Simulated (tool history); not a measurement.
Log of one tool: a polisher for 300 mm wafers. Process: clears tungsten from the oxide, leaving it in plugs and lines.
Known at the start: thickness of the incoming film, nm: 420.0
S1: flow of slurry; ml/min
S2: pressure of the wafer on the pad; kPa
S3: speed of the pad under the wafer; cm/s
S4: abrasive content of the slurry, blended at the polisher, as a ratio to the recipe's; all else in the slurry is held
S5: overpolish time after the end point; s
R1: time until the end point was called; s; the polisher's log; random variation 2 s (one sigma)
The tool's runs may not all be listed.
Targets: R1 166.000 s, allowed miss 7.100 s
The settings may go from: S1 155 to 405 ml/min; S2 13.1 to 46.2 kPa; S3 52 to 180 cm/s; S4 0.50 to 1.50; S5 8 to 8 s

Run 1, day 0.000: S1 260 ml/min, S2 29.6 kPa, S3 116 cm/s, S4 1.00, S5 8 s. Result: R1 69.463 s.
Run 2, day 0.312: S1 220 ml/min, S2 29.6 kPa, S3 116 cm/s, S4 1.00, S5 8 s. Result: R1 71.245 s.
Run 3, day 0.458: S1 220 ml/min, S2 29.6 kPa, S3 116 cm/s, S4 1.00, S5 8 s. Result: R1 70.599 s.
Run 4, day 0.733: S1 220 ml/min, S2 26.9 kPa, S3 110 cm/s, S4 1.00, S5 8 s. Result: R1 79.827 s.
Run 5, day 0.933: S1 220 ml/min, S2 24.1 kPa, S3 102 cm/s, S4 1.00, S5 8 s. Result: R1 94.672 s.
Run 6, day 1.079: S1 220 ml/min, S2 24.1 kPa, S3 102 cm/s, S4 0.95, S5 8 s. Result: R1 98.935 s.
Run 7, day 1.354: S1 220 ml/min, S2 22.1 kPa, S3 98 cm/s, S4 0.95, S5 8 s. Result: R1 113.220 s.
Run 8, day 1.712: S1 220 ml/min, S2 20.7 kPa, S3 98 cm/s, S4 0.95, S5 8 s. Result: R1 117.060 s.
Run 9, day 1.850: S1 215 ml/min, S2 13.1 kPa, S3 82 cm/s, S4 0.95, S5 8 s. Result: R1 213.940 s.
Run 10, day 1.896: S1 225 ml/min, S2 18.6 kPa, S3 82 cm/s, S4 0.95, S5 8 s. Result: R1 156.960 s.

Which of these 5 next moves meets every target?
Run A, day 1.942: S1 275 ml/min, S2 16.5 kPa, S3 82 cm/s, S4 1.05, S5 8 s. Result: R1 ?.
Run B, day 1.942: S1 200 ml/min, S2 21.4 kPa, S3 76 cm/s, S4 0.90, S5 8 s. Result: R1 ?.
Run C, day 1.942: S1 240 ml/min, S2 17.9 kPa, S3 84 cm/s, S4 0.95, S5 8 s. Result: R1 ?.
Run D, day 1.942: S1 290 ml/min, S2 20.7 kPa, S3 80 cm/s, S4 0.90, S5 8 s. Result: R1 ?.
Run E, day 1.942: S1 280 ml/min, S2 15.9 kPa, S3 102 cm/s, S4 0.90, S5 8 s. Result: R1 ?.

move       R1
   A  167.070
   B  151.130
   C  157.280
   D  144.550
   E  146.580
A: meets every target
B: further off than the last run
C: as far off as the last run
D: further off than the last run
E: further off than the last run
Answer: A

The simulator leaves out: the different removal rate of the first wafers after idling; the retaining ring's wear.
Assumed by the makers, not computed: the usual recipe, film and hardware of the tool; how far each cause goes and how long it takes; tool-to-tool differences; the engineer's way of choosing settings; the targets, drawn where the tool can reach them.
